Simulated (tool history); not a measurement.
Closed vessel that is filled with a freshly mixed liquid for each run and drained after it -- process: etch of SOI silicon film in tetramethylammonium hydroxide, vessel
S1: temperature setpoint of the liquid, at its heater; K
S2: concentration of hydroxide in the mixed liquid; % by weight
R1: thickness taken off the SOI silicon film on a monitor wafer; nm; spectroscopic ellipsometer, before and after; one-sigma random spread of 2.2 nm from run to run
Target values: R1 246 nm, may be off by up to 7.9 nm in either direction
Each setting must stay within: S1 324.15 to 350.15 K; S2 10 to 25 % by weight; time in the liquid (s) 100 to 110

{"run": 1, "hour": 0.0, "S1": 337.15, "S2": 19.5, "time in the liquid (s)": 100, "R1": 374.5}
{"run": 2, "hour": 4.7, "S1": 337.15, "S2": 19.5, "time in the liquid (s)": 110, "R1": 407.59}
{"run": 3, "hour": 9.3, "S1": 339.15, "S2": 19.5, "time in the liquid (s)": 110, "R1": 459.68}
{"run": 4, "hour": 18.1, "S1": 335.65, "S2": 19.5, "time in the liquid (s)": 110, "R1": 372.31}
{"run": 5, "hour": 21.0, "S1": 333.65, "S2": 19.5, "time in the liquid (s)": 110, "R1": 334.56}
{"run": 6, "hour": 28.6, "S1": 332.15, "S2": 19.5, "time in the liquid (s)": 110, "R1": 302.91}
{"run": 7, "hour": 34.3, "S1": 331.15, "S2": 19.5, "time in the liquid (s)": 110, "R1": 283.56}
{"run": 8, "hour": 41.3, "S1": 330.65, "S2": 19.5, "time in the liquid (s)": 110, "R1": 276.37}
{"run": 9, "hour": 46.4, "S1": 330.15, "S2": 19.5, "time in the liquid (s)": 110, "R1": 271.1}
{"run": 10, "hour": 49.1, "S1": 328.15, "S2": 19.5, "time in the liquid (s)": 110, "R1": 231}

Pick the move, out of 4, that brings all results within their allowed miss; only one does.
{"run": "A", "hour": 51.8, "S1": 330.15, "S2": 19.5, "time in the liquid (s)": 110, "R1": "?"}
{"run": "B", "hour": 51.8, "S1": 329.15, "S2": 20, "time in the liquid (s)": 110, "R1": "?"}
{"run": "C", "hour": 51.8, "S1": 331.15, "S2": 18.5, "time in the liquid (s)": 100, "R1": "?"}
{"run": "D", "hour": 51.8, "S1": 326.65, "S2": 19, "time in the liquid (s)": 105, "R1": "?"}

move=A R1=262.61
move=B R1=243.55
move=C R1=260.25
move=D R1=202.6
A: takes the result that was furthest off past its target
B: all results in spec
C: takes the result that was furthest off past its target
D: lands further from the targets than the last run did
Answer: B

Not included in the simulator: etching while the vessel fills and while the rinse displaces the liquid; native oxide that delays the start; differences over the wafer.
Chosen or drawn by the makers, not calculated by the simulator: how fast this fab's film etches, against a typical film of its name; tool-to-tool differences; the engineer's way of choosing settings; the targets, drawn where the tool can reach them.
